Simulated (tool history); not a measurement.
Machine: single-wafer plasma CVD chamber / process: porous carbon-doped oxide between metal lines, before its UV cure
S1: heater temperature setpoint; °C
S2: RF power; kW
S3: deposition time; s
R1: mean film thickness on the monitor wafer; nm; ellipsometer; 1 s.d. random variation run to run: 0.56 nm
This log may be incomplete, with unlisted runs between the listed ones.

run,day,S1,S2,S3,R1
1,0,275,0.63,37.9,280.9
2,0.346,283,0.62,37.9,262.53
3,0.433,288,0.62,37.9,252.42
4,0.75,288,0.62,37.9,252.9
5,1.017,284,0.62,37.9,261.15
6,1.292,276,0.62,37.9,276.14
7,1.658,283,0.615,37.9,261.14
8,1.792,288,0.615,37.9,251.63

Predict the results of run 9:
9,2.004,291,0.615,37.9,?

Logged for run 9: R1 245.97 nm.
